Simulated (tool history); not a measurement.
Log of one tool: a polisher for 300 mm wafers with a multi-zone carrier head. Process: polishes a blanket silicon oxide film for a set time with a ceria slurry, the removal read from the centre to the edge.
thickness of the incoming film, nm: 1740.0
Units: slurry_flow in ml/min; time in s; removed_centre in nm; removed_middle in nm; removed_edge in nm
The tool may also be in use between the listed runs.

run 1 day=0 | slurry_flow=185 centre_zone=1 middle_zone=1 edge_zone=1 time=72 | removed_centre=326.06 removed_middle=329.04 removed_edge=332.7
run 2 day=0.212 | slurry_flow=185 centre_zone=1 middle_zone=1 edge_zone=0.94 time=72 | removed_centre=317.59 removed_middle=330.31 removed_edge=323.5
run 3 day=0.562 | slurry_flow=185 centre_zone=1 middle_zone=1 edge_zone=1.01 time=72 | removed_centre=321.74 removed_middle=328.81 removed_edge=331.94
run 4 day=0.912 | slurry_flow=185 centre_zone=1 middle_zone=1.04 edge_zone=0.95 time=64 | removed_centre=288.46 removed_middle=300.78 removed_edge=285.91
run 5 day=1.171 | slurry_flow=185 centre_zone=1 middle_zone=1.11 edge_zone=0.95 time=64 | removed_centre=289.08 removed_middle=325.19 removed_edge=286.99
run 6 day=1.308 | slurry_flow=155 centre_zone=1 middle_zone=1.11 edge_zone=0.95 time=64 | removed_centre=276.34 removed_middle=307.45 removed_edge=278.54

Run 7 comes next. What will it give?
run 7 day=1.617 | slurry_flow=150 centre_zone=0.99 middle_zone=1.12 edge_zone=0.91 time=61 | removed_centre=? removed_middle=? removed_edge=?

{"run 7": {"removed_centre": 258.18, "removed_middle": 291.74, "removed_edge": 263.31}}

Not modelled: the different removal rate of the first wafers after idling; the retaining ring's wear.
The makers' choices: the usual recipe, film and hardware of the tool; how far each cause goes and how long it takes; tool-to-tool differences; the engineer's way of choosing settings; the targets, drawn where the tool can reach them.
